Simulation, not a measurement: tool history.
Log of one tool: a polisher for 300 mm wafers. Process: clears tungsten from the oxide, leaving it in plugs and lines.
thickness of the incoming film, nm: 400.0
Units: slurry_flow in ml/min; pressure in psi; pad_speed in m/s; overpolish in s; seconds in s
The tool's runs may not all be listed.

| run | hour | slurry_flow | pressure | pad_speed | slurry_solids | overpolish | seconds |
|---|---|---|---|---|---|---|---|
| 1 | 0 | 290 | 3.4 | 0.86 | 1 | 21 | 91.366 |
| 2 | 4.4 | 230 | 3.4 | 0.86 | 1 | 21 | 92.577 |
| 3 | 6.7 | 230 | 3.2 | 0.8 | 1 | 21 | 109.94 |
| 4 | 7.6 | 230 | 3 | 0.78 | 1 | 21 | 113.75 |
| 5 | 12.7 | 230 | 3 | 0.78 | 1.1 | 21 | 116.47 |
| 6 | 20.1 | 230 | 3 | 0.58 | 1.1 | 21 | 157.36 |

Forecast run 7:
| 7 | 26.2 | 230 | 3 | 0.58 | 1.1 | 21 | ? |

Run 7 gave seconds 155.69 s.
